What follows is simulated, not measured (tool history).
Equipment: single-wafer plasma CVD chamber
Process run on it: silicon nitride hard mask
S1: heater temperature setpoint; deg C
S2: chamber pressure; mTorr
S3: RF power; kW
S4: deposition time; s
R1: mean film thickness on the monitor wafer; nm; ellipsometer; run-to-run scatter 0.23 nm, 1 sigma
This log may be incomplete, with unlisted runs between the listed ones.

run	day	S1	S2	S3	S4	R1
1	0	400	1060	0.345	50.2	50.92
2	0.221	400	1060	0.345	50.2	50.966
3	0.579	400	910	0.345	50.2	48.831
4	0.712	400	910	0.345	47.7	46.402
5	0.817	400	970	0.35	47.8	48.164
6	0.988	400	970	0.325	47.8	44.842
7	1.308	400	1020	0.335	47.9	47.01
8	1.371	400	1070	0.34	48	47.884
9	1.675	400	1100	0.35	48.1	49.945

Run 10 has not been measured yet. What should we expect?
10	1.833	400	1140	0.355	48.2	?

Logged for run 10: R1 51.514 nm.
